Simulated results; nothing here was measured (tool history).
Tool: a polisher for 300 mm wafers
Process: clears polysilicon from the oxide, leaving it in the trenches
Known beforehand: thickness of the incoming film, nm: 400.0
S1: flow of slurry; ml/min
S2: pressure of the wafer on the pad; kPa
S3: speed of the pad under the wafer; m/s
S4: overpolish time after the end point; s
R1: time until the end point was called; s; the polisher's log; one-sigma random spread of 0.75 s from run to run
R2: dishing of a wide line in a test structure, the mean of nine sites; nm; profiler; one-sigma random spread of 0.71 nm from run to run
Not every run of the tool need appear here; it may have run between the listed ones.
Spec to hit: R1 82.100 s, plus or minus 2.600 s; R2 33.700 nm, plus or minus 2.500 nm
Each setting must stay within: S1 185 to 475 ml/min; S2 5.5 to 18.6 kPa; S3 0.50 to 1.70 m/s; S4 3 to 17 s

run,hour,S1,S2,S3,S4,R1,R2
1,0.0,305,11.7,1.10,9,45.746,40.666
2,4.5,305,11.7,1.34,9,37.557,44.432
3,7.9,305,11.7,1.34,7,38.028,40.197
4,11.2,240,11.7,1.34,7,38.781,40.110
5,16.4,280,11.7,1.34,7,38.201,37.496
6,20.3,305,11.7,1.34,7,37.819,37.837
7,22.0,295,10.3,1.26,8,45.940,39.982
8,23.8,295,9.0,1.22,8,53.979,36.066
# hour 29.7: head pressure recalibrated
9,29.7,290,8.3,1.18,8,65.533,32.142
10,37.7,280,7.6,1.18,9,70.930,32.476

Of the 5 settings listed for the next run, only one would bring every result within its allowed miss of target. Which one?
A,45.7,330,7.6,1.06,10,?,?
B,45.7,185,6.2,1.20,9,?,?
C,45.7,285,5.5,1.28,12,?,?
D,45.7,270,7.6,1.04,8,?,?
E,45.7,250,6.9,1.14,11,?,?

move,R1,R2
A,77.254,32.407
B,89.221,27.806
C,88.195,33.332
D,80.288,27.583
E,81.158,33.260
A: moves toward the targets from the last run without getting all of them in spec
B: pushes the last run's worst result past its target
C: pushes the last run's worst result past its target
D: the furthest-off result lands on target, but another misses its tolerance
E: hits every target within its allowed miss
Correct choice: E, which meets every target

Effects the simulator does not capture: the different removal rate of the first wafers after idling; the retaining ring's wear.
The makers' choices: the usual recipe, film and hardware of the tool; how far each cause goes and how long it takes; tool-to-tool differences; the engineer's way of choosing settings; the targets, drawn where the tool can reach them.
